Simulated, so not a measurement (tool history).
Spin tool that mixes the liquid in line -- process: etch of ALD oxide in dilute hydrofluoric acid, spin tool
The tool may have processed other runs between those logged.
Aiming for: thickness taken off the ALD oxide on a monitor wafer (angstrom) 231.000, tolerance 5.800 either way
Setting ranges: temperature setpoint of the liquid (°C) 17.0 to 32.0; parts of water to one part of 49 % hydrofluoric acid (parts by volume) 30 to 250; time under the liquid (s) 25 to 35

run,hour,temperature setpoint of the liquid (°C),parts of water to one part of 49 % hydrofluoric acid (parts by volume),time under the liquid (s),thickness taken off the ALD oxide on a monitor wafer (angstrom)
1,0.0,24.0,140,35,77.399
2,5.4,24.0,140,35,78.570
3,6.7,24.0,140,25,55.440
4,10.2,26.0,110,30,95.423
5,16.1,26.0,110,35,111.180
6,17.2,27.5,100,35,133.440
7,24.9,27.5,100,35,131.740
8,32.6,28.5,90,35,153.210
9,34.3,29.5,85,35,172.170
10,42.8,30.0,80,35,185.080
11,48.2,30.0,80,35,184.230
12,48.9,30.5,75,35,203.920
13,52.6,31.0,75,35,208.190
14,57.6,31.5,75,35,209.990

Of the 5 settings listed for the next run, only one would bring every result within its allowed miss of target. Which one?
A,62.6,32.0,80,35,?
B,62.6,32.0,85,35,?
C,62.6,30.0,70,35,?
D,62.6,32.0,75,35,?
E,62.6,32.0,70,35,?

move,thickness taken off the ALD oxide on a monitor wafer (angstrom)
A,200.100
B,186.900
C,215.170
D,215.080
E,232.240
A: moves away from the targets compared with the last run
B: moves away from the targets compared with the last run
C: nearer the targets than the last run, but a result is still out of spec
D: nearer the targets than the last run, but a result is still out of spec
E: in spec on every target
The right move is E.

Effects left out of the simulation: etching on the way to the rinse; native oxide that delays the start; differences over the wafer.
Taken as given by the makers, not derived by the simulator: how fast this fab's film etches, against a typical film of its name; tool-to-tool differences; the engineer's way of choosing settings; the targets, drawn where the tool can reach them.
